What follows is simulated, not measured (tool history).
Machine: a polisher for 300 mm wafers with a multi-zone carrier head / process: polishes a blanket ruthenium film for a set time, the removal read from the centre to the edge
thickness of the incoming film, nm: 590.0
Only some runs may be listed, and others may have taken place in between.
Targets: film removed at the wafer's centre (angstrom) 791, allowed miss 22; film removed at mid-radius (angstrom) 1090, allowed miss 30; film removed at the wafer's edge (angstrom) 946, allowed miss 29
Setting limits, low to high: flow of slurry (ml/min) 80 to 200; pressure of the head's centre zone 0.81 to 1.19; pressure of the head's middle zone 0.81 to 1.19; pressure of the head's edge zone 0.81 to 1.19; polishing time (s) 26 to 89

run	day	flow of slurry (ml/min)	pressure of the head's centre zone	pressure of the head's middle zone	pressure of the head's edge zone	polishing time (s)	film removed at the wafer's centre (angstrom)	film removed at mid-radius (angstrom)	film removed at the wafer's edge (angstrom)
1	0	130	1	1	1	57	824.45	875.25	897.19
2	0.362	140	0.97	1.04	1	57	810.35	904.62	883.8
3	0.508	140	0.97	1.04	0.93	57	819.31	887.75	864.72
4	0.617	140	0.89	1.04	0.93	57	745.03	914.1	861.27
5	0.938	150	0.88	1.06	0.95	57	756.49	923.13	887.36
# day 1.012: edge zone pressure recalibrated
6	1.012	155	0.87	1.09	0.94	58	769.5	969.22	854.56
7	1.325	160	0.86	1.1	0.97	59	767.22	1003.7	894.06
8	1.438	165	0.85	1.11	0.98	59	762.21	1007	897.2
9	1.646	170	0.85	1.12	0.99	60	782.12	1034.9	937.11
10	1.683	170	0.85	1.13	0.99	60	784.88	1036.2	924.82
11	1.992	170	0.84	1.14	0.99	60	768.83	1045.8	914.92
12	2.288	175	0.84	1.14	0.99	60	776.82	1031.7	917.82

Next run, 5 choices. One meets every target within its allowed miss, the rest don't. Which?
A	2.583	120	0.86	1.05	1.01	63	?	?	?
B	2.583	180	0.82	1.13	0.95	62	?	?	?
C	2.583	115	0.81	1.18	0.88	66	?	?	?
D	2.583	170	0.88	1.02	0.97	58	?	?	?
E	2.583	175	0.87	1.15	0.99	59	?	?	?

move	film removed at the wafer's centre (angstrom)	film removed at mid-radius (angstrom)	film removed at the wafer's edge (angstrom)
A	770.64	978.15	937.89
B	779.97	1083.6	939.61
C	753.63	1103.6	914.6
D	775.68	936.07	883.3
E	784.37	1039.4	908.94
A: the biggest miss grows against the last run
B: each result inside its tolerance
C: the furthest-off result lands on target, but another misses its tolerance
D: the biggest miss grows against the last run
E: nearer than the last run, and not there yet
The move that meets every target is B.

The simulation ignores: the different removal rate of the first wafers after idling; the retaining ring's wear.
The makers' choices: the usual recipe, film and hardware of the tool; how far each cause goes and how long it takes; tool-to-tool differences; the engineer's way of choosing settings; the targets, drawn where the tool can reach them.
